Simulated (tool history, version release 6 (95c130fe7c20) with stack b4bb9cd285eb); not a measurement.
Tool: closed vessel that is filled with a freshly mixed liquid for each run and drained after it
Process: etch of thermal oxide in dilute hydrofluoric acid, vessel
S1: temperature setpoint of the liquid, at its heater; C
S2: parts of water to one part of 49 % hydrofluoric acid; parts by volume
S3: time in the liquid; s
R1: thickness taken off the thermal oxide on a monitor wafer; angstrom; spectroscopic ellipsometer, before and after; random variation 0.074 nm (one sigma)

run  hour    S1   S2   S3       R1
  1   0.0  24.0  115  225   92.688
  2   4.6  26.5  115  225  101.760
  3  10.3  26.5  150  225   74.921
  4  14.0  27.0  145  225   79.381
  5  17.7  27.0  145  245   87.227
  6  23.1  27.5  145  245   87.774

Run 7 comes next. What will it give?
  7  28.7  28.0  140  245   ?

R1: 92.879 angstrom
